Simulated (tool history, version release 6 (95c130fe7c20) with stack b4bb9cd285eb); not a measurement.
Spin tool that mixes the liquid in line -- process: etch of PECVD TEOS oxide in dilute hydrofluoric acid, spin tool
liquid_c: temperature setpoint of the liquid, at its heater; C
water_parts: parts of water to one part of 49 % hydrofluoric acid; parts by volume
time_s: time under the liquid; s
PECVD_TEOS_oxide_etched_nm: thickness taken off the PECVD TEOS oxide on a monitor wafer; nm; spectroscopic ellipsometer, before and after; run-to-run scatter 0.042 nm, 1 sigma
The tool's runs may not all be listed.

| run | hour | liquid_c | water_parts | time_s | PECVD_TEOS_oxide_etched_nm |
|---|---|---|---|---|---|
| 1 | 0 | 22 | 290 | 55 | 2.2875 |
| 2 | 8.1 | 23 | 265 | 55 | 2.6496 |
| 3 | 14 | 23 | 265 | 55 | 2.6147 |
| 4 | 18.2 | 26 | 265 | 55 | 2.9471 |
| 5 | 22.1 | 26 | 265 | 55 | 2.9227 |
| 6 | 29.4 | 27.5 | 265 | 55 | 3.0599 |
| 7 | 35.3 | 28 | 240 | 55 | 3.5729 |
| 8 | 37.1 | 28 | 220 | 55 | 3.9923 |
| 9 | 39.3 | 28 | 200 | 55 | 4.4737 |

Run 10, settings as shown, results not yet in. Your forecast:
| 10 | 40.9 | 28 | 185 | 55 | ? |

{"run 10": {"PECVD_TEOS_oxide_etched_nm": 4.9377}}
